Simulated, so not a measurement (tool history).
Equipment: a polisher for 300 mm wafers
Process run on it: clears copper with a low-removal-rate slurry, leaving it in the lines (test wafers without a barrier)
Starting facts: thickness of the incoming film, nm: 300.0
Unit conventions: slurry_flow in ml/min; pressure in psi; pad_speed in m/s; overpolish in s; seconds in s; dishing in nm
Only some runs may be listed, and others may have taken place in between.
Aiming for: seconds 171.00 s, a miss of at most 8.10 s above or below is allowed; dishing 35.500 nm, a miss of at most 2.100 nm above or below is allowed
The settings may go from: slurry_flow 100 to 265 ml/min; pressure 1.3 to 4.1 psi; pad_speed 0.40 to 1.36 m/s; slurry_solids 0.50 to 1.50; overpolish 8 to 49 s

| run | day | slurry_flow | pressure | pad_speed | slurry_solids | overpolish | seconds | dishing |
|---|---|---|---|---|---|---|---|---|
| 1 | 0.000 | 170 | 2.7 | 0.88 | 1.00 | 25 | 107.74 | 41.243 |
| 2 | 0.346 | 135 | 2.7 | 0.88 | 1.00 | 25 | 116.05 | 41.406 |
| 3 | 0.629 | 135 | 2.7 | 0.88 | 0.80 | 25 | 124.10 | 39.226 |
| 4 | 0.817 | 150 | 2.7 | 0.88 | 0.80 | 25 | 120.31 | 39.642 |
| 5 | 1.100 | 150 | 2.3 | 0.88 | 0.80 | 25 | 139.41 | 34.711 |
| 6 | 1.433 | 150 | 2.3 | 0.88 | 0.80 | 17 | 140.61 | 24.665 |
| 7 | 1.588 | 140 | 1.7 | 0.86 | 0.80 | 29 | 189.43 | 28.538 |
| 8 | 1.625 | 145 | 1.7 | 0.86 | 0.80 | 30 | 191.11 | 29.899 |
| 9 | 1.908 | 150 | 1.7 | 0.86 | 0.80 | 30 | 189.23 | 29.947 |
| 10 | 2.042 | 155 | 1.7 | 0.86 | 0.80 | 30 | 186.68 | 30.629 |
| 11 | 2.121 | 160 | 1.7 | 0.86 | 0.80 | 30 | 193.59 | 30.663 |
| 12 | 2.488 | 160 | 1.8 | 0.86 | 0.80 | 30 | 181.87 | 32.512 |

Exercise: of the 5 proposed moves below, exactly one satisfies all targets within the stated allowed misses. Which move is it?
| A | 2.854 | 180 | 1.6 | 0.96 | 0.95 | 33 | ? | ? |
| B | 2.854 | 180 | 2.1 | 0.70 | 0.70 | 35 | ? | ? |
| C | 2.854 | 135 | 1.7 | 0.90 | 0.80 | 30 | ? | ? |
| D | 2.854 | 175 | 2.4 | 0.72 | 0.55 | 25 | ? | ? |
| E | 2.854 | 185 | 1.7 | 0.84 | 0.55 | 41 | ? | ? |

| move | seconds | dishing |
|---|---|---|
| A | 168.11 | 35.906 |
| B | 185.96 | 35.413 |
| C | 185.46 | 30.879 |
| D | 170.14 | 29.036 |
| E | 204.38 | 36.697 |
A: every result within its allowed miss
B: gets the furthest-off result to its target, but another result is out of tolerance
C: lands further from the targets than the last run did
D: lands further from the targets than the last run did
E: gets the furthest-off result to its target, but another result is out of tolerance
Move A is the one to make.
